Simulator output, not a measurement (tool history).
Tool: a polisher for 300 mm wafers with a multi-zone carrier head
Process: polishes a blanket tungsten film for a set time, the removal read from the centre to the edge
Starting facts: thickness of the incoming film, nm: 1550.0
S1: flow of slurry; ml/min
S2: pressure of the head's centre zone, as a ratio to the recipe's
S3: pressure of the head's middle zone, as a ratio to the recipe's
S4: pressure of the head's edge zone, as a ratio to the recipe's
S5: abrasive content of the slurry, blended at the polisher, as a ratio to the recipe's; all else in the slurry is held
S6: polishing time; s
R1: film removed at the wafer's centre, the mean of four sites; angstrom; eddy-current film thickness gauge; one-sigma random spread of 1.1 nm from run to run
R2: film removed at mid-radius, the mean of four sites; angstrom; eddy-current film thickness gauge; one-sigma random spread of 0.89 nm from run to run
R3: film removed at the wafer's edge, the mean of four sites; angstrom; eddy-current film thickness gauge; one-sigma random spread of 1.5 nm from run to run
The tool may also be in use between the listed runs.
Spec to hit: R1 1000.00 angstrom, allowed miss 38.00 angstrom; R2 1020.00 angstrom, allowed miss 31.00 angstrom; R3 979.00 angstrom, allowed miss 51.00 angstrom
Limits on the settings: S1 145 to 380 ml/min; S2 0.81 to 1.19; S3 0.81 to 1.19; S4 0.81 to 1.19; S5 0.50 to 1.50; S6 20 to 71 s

run	hour	S1	S2	S3	S4	S5	S6	R1	R2	R3
1	0.0	245	1.00	1.00	1.00	1.00	45	1575.20	1608.70	1573.80
2	6.9	245	0.99	0.99	0.99	0.95	44	1485.50	1527.90	1481.70
3	11.9	245	0.99	0.99	0.99	0.85	44	1446.20	1477.90	1487.50
4	19.0	245	0.99	1.03	0.99	0.85	44	1456.00	1545.80	1520.40
5	20.9	250	0.98	1.02	0.97	0.85	43	1419.40	1512.10	1462.70
6	27.3	255	0.98	1.01	0.95	0.80	42	1347.30	1395.40	1351.80
7	34.8	260	0.97	1.00	0.94	0.80	42	1343.70	1416.30	1368.20
8	35.9	265	0.97	0.99	0.93	0.75	41	1250.30	1345.50	1311.00
9	43.9	265	0.98	0.98	0.92	0.75	40	1269.40	1276.60	1250.50
10	51.5	250	0.89	0.94	0.82	0.50	34	829.59	926.96	883.18
11	59.0	255	0.90	0.94	0.83	0.50	34	850.04	930.98	883.95
12	64.4	260	0.91	0.94	0.84	0.50	34	873.02	925.80	916.06
13	72.8	315	0.99	1.03	0.84	0.60	34	1031.10	1084.40	962.08
14	73.8	315	0.99	1.03	0.84	0.60	34	1026.50	1097.80	974.88
15	75.5	315	0.99	1.02	0.84	0.60	34	1048.10	1074.00	944.03
16	78.9	310	0.99	1.02	0.85	0.60	34	1048.40	1067.10	961.31
17	81.7	305	0.99	1.02	0.85	0.60	34	1023.20	1080.20	1007.80
18	84.3	300	0.98	0.99	0.85	0.60	34	1006.10	1054.40	987.06

Of the 5 settings listed for the next run, only one would bring every result within its allowed miss of target. Which one?
A	86.9	255	1.00	1.00	0.81	0.60	33	?	?	?
B	86.9	290	0.91	0.88	1.02	0.60	36	?	?	?
C	86.9	310	0.91	0.99	0.94	0.55	34	?	?	?
D	86.9	305	0.97	0.96	0.87	0.80	31	?	?	?
E	86.9	275	1.02	0.81	1.00	0.65	35	?	?	?

move	R1	R2	R3
A	987.74	1001.60	912.19
B	995.20	1001.40	1120.90
C	919.30	1014.90	991.32
D	1010.80	1020.90	987.47
E	1107.60	931.65	1105.20
A: corrects the largest miss of the last run, while another result sits out of spec
B: corrects the largest miss of the last run, while another result sits out of spec
C: corrects the largest miss of the last run, while another result sits out of spec
D: each result inside its tolerance
E: carries the result that was furthest off beyond its target, to the other side
The move that meets every target is D.
